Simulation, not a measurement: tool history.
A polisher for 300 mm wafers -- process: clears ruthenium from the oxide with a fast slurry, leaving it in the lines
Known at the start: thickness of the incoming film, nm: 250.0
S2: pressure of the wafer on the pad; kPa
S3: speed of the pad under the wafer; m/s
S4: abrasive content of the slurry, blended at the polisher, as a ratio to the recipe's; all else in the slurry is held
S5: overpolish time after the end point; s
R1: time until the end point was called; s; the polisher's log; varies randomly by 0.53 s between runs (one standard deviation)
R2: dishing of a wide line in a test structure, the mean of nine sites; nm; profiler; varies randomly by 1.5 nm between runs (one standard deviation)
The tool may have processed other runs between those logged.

Run 1, day 0.000: flow of slurry (ml/min) 130, S2 18.6 kPa, S3 0.96 m/s, S4 1.0, S5 22 s. Result: R1 67.422 s, R2 53.486 nm.
Run 2, day 0.250: flow of slurry (ml/min) 135, S2 20.0 kPa, S3 0.96 m/s, S4 1.0, S5 25 s. Result: R1 63.247 s, R2 60.202 nm.
Run 3, day 0.471: flow of slurry (ml/min) 140, S2 20.7 kPa, S3 0.96 m/s, S4 1.0, S5 27 s. Result: R1 61.763 s, R2 64.871 nm.
Run 4, day 0.558: flow of slurry (ml/min) 140, S2 21.4 kPa, S3 0.96 m/s, S4 1.0, S5 29 s. Result: R1 59.628 s, R2 66.253 nm.
Run 5, day 0.921: flow of slurry (ml/min) 140, S2 17.2 kPa, S3 0.96 m/s, S4 1.0, S5 29 s. Result: R1 73.377 s, R2 59.141 nm.
Run 6, day 0.946: flow of slurry (ml/min) 140, S2 19.3 kPa, S3 0.96 m/s, S4 1.0, S5 31 s. Result: R1 67.089 s, R2 66.984 nm.
Run 7, day 1.079: flow of slurry (ml/min) 145, S2 20.7 kPa, S3 0.96 m/s, S4 1.0, S5 32 s. Result: R1 61.646 s, R2 70.790 nm.
Run 8, day 1.267: flow of slurry (ml/min) 150, S2 21.4 kPa, S3 0.96 m/s, S4 1.0, S5 33 s. Result: R1 57.905 s, R2 71.180 nm.
At day 1.508: head pressure recalibrated.
Run 9, day 1.508: flow of slurry (ml/min) 150, S2 21.4 kPa, S3 0.96 m/s, S4 1.0, S5 35 s. Result: R1 62.821 s, R2 71.660 nm.

Forecast run 10:
Run 10, day 1.558: flow of slurry (ml/min) 155, S2 22.1 kPa, S3 0.96 m/s, S4 1.0, S5 36 s. Result: R1 ?, R2 ?.

Run 10 came out at R1 60.553 s, R2 73.942 nm.

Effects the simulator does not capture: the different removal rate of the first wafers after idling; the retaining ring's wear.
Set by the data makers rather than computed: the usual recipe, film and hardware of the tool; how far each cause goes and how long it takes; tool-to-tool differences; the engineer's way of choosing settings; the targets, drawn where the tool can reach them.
